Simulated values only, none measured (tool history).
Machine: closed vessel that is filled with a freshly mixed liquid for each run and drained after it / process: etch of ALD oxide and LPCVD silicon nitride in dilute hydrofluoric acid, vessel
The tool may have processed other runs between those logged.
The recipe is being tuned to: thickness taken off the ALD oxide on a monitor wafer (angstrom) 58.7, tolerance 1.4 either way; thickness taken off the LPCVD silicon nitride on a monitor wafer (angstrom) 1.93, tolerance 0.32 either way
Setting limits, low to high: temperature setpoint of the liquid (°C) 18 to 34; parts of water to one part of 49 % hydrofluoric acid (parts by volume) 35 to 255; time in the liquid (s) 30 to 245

run,hour,temperature setpoint of the liquid (°C),parts of water to one part of 49 % hydrofluoric acid (parts by volume),time in the liquid (s),thickness taken off the ALD oxide on a monitor wafer (angstrom),thickness taken off the LPCVD silicon nitride on a monitor wafer (angstrom)
1,0,26,145,125,173.49,5.1407
2,2.1,27.5,145,125,182.83,5.6041
3,10.5,27.5,115,125,235.8,6.846
4,18.5,25.5,155,125,156.64,4.5508
5,21.6,28,155,125,171.51,5.2253
6,30.5,25.5,180,125,132.33,3.6513
7,36.4,25.5,200,115,105.47,3.0189
8,41.1,25,215,110,90.759,2.9595
9,46.1,23.5,225,110,81.18,2.3682
10,50.2,23.5,235,105,73.096,2.3816
11,54.6,23.5,235,105,73.335,2.2952
12,57.5,19.5,250,110,61.136,1.7146

Exactly one of the 5 candidate moves below puts every result within its allowed miss. Which one?
A,60.4,26,255,90,?,?
B,60.4,30.5,255,80,?,?
C,60.4,26,255,85,?,?
D,60.4,26.5,255,80,?,?
E,60.4,27.5,255,75,?,?

move,thickness taken off the ALD oxide on a monitor wafer (angstrom),thickness taken off the LPCVD silicon nitride on a monitor wafer (angstrom)
A,62.442,2.1065
B,64.656,2.447
C,58.973,1.9895
D,56.476,1.9301
E,54.801,1.9217
A: lands further from the targets than the last run did
B: lands further from the targets than the last run did
C: in spec on every target
D: takes the biggest miss from the last run beyond its target
E: takes the biggest miss from the last run beyond its target
Answer: C
